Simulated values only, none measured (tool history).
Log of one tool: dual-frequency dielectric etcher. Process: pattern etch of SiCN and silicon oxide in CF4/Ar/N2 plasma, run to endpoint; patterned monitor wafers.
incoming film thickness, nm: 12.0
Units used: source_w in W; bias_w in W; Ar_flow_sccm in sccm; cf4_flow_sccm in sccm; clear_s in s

run  hour  source_w  bias_w  Ar_flow_sccm  cf4_flow_sccm  clear_s
  1     0       580      67            95             46   12.882
  2     5       580      62            95             46   13.206
  3  11.8       580      62            82             46   13.006
  4  13.4       540      61            82             46   13.928
  5  21.7       540      53            82             46   14.572
  6  28.2       540      53            82             54   14.185
  7  34.1       520      53            82             54   14.634
  8  38.2       500      53            82             54   15.216

Predict the results of run 9:
  9  39.4       490      53            82             54        ?

For run 9 the tool returned clear_s 15.538 s.
